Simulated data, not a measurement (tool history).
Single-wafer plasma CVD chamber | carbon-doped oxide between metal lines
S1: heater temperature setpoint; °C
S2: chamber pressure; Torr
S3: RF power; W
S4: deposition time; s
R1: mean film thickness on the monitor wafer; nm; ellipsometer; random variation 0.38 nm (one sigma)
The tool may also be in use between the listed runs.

{"run": 1, "hour": 0.0, "S1": 370, "S2": 3.65, "S3": 405, "S4": 17.1, "R1": 78.697}
{"run": 2, "hour": 7.8, "S1": 366, "S2": 3.98, "S3": 420, "S4": 17.1, "R1": 83.154}
{"run": 3, "hour": 15.6, "S1": 362, "S2": 4.3, "S3": 425, "S4": 17.1, "R1": 85.059}
{"run": 4, "hour": 20.2, "S1": 369, "S2": 4.3, "S3": 425, "S4": 17.1, "R1": 83.475}
{"run": 5, "hour": 21.6, "S1": 363, "S2": 4.3, "S3": 425, "S4": 17.1, "R1": 84.931}
{"run": 6, "hour": 25.6, "S1": 363, "S2": 4.3, "S3": 425, "S4": 17.1, "R1": 85.56}
{"run": 7, "hour": 31.9, "S1": 359, "S2": 4.45, "S3": 430, "S4": 17.1, "R1": 86.702}

Run 8 comes next. What will it give?
{"run": 8, "hour": 38.8, "S1": 357, "S2": 4.58, "S3": 435, "S4": 17.1, "R1": "?"}

Run 8 gave R1 89.821 nm.

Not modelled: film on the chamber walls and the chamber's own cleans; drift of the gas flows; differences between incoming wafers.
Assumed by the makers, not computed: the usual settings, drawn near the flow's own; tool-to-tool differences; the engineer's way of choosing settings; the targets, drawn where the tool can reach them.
